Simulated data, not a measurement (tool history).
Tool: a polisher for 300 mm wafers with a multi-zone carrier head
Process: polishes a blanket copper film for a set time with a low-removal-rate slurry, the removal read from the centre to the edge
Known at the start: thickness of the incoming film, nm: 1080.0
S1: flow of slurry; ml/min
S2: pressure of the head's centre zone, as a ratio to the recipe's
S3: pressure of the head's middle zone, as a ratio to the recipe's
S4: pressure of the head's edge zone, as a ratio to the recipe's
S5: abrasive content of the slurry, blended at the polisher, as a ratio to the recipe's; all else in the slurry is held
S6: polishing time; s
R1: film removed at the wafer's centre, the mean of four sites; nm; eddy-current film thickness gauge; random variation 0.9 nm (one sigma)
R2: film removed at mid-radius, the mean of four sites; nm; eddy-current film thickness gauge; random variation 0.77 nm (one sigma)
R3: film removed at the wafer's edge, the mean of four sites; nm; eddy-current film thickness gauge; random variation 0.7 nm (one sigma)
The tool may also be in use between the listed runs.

run	hour	S1	S2	S3	S4	S5	S6	R1	R2	R3
1	0.0	190	1.00	1.00	1.00	1.00	59	94.592	92.992	93.769
2	8.8	190	1.00	1.00	1.00	1.00	68	110.590	105.800	108.490
3	16.4	235	1.00	1.00	1.00	1.00	68	114.630	109.120	112.440
4	23.4	235	1.00	1.08	1.00	1.00	68	112.540	115.890	112.430
5	24.7	220	1.02	1.02	0.95	0.85	65	107.760	101.860	101.580
6	25.5	220	1.02	1.02	0.95	0.65	65	102.160	98.109	96.088

Run 7 comes next. What will it give?
7	31.9	205	1.04	0.99	0.91	0.60	62	?	?	?

Run 7 gave R1 96.848 nm, R2 89.190 nm, R3 87.188 nm.

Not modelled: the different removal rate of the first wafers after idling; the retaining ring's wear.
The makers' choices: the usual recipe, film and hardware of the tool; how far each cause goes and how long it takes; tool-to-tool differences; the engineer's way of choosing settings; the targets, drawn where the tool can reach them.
